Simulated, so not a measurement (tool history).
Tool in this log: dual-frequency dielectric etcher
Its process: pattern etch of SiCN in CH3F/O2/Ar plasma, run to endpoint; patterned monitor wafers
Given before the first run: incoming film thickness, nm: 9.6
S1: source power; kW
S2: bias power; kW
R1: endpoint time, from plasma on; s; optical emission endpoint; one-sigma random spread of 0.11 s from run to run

run	hour	S1	S2	R1
1	0	0.51	0.06	24.096
2	4.7	0.58	0.06	23.126
3	7.9	0.55	0.059	23.661
4	13.1	0.52	0.059	24.128
5	15.9	0.61	0.059	22.818
6	22.7	0.58	0.058	23.324

Run 7 has not been measured yet. What should we expect?
7	31.5	0.58	0.058	?

{"run 7": {"R1": 23.339}}
